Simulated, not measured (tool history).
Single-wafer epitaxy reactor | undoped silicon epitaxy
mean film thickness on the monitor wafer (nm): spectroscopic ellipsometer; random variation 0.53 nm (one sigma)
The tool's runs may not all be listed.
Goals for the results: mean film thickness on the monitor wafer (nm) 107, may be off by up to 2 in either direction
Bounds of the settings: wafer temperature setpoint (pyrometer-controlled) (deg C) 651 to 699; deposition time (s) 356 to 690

run    day  wafer temperature setpoint (pyrometer-controlled) (deg C)  deposition time (s)  mean film thickness on the monitor wafer (nm)
  1      0                                                        675                  523                                          150.6
  2  0.058                                                        666                  523                                         127.53
  3  0.392                                                        664                  523                                         122.29
  4  0.617                                                        664                  448                                         105.44
  5  0.738                                                        664                  374                                         87.675
  6  1.029                                                        659                  374                                         79.678
  7  1.125                                                        662                  375                                         84.152
  8  1.262                                                        665                  375                                          90.02

5 next moves are on the table. One of them brings every result within its allowed miss. Which?
  A  1.4                                                        672                  412                                              ?
  B  1.4                                                        654                  416                                              ?
  C  1.4                                                        672                  409                                              ?
  D  1.4                                                        671                  386                                              ?
  E  1.4                                                        672                  394                                              ?

move  mean film thickness on the monitor wafer (nm)
   A                                         112.64
   B                                         80.557
   C                                         111.82
   D                                         103.56
   E                                         107.72
A: takes the result that was furthest off past its target
B: moves away from the targets compared with the last run
C: takes the result that was furthest off past its target
D: gains on the last run, yet a result remains outside its allowed miss
E: in spec on every target
Correct choice: E, which meets every target

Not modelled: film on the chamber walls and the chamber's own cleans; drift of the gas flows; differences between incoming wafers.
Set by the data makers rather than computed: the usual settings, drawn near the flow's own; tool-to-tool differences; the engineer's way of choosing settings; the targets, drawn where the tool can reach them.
